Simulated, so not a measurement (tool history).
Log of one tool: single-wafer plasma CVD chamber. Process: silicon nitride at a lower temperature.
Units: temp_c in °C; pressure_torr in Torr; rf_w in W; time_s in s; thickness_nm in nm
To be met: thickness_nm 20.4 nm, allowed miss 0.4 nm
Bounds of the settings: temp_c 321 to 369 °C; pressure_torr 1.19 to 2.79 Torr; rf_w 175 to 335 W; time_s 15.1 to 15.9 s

run 1 hour=0 | temp_c=345 pressure_torr=1.99 rf_w=255 time_s=15.9 | thickness_nm=17.473
run 2 hour=5.8 | temp_c=345 pressure_torr=2.1 rf_w=260 time_s=15.9 | thickness_nm=18.216
run 3 hour=6.5 | temp_c=337 pressure_torr=2.1 rf_w=260 time_s=15.9 | thickness_nm=18.018
run 4 hour=14.9 | temp_c=337 pressure_torr=2.2 rf_w=260 time_s=15.9 | thickness_nm=18.161
run 5 hour=17.1 | temp_c=337 pressure_torr=2.28 rf_w=265 time_s=15.9 | thickness_nm=18.596
run 6 hour=24.3 | temp_c=337 pressure_torr=2.28 rf_w=265 time_s=15.9 | thickness_nm=18.776
run 7 hour=25 | temp_c=337 pressure_torr=2.35 rf_w=265 time_s=15.9 | thickness_nm=18.971
run 8 hour=27.1 | temp_c=337 pressure_torr=2.35 rf_w=265 time_s=15.9 | thickness_nm=19.124
run 9 hour=31.9 | temp_c=337 pressure_torr=2.4 rf_w=265 time_s=15.9 | thickness_nm=19.12

Which of these 5 next moves meets every target?
run A hour=36.7 | temp_c=336 pressure_torr=2.44 rf_w=270 time_s=15.7 | thickness_nm=?
run B hour=36.7 | temp_c=358 pressure_torr=2.43 rf_w=285 time_s=15.9 | thickness_nm=?
run C hour=36.7 | temp_c=338 pressure_torr=2.47 rf_w=270 time_s=15.7 | thickness_nm=?
run D hour=36.7 | temp_c=330 pressure_torr=2.48 rf_w=265 time_s=15.9 | thickness_nm=?
run E hour=36.7 | temp_c=342 pressure_torr=2.06 rf_w=325 time_s=15.8 | thickness_nm=?

move=A thickness_nm=19.294
move=B thickness_nm=20.238
move=C thickness_nm=19.34
move=D thickness_nm=19.351
move=E thickness_nm=21.382
A: nearer than the last run, and not there yet
B: meets every target
C: nearer than the last run, and not there yet
D: nearer than the last run, and not there yet
E: takes the result that was furthest off past its target
Move B is the one to make.
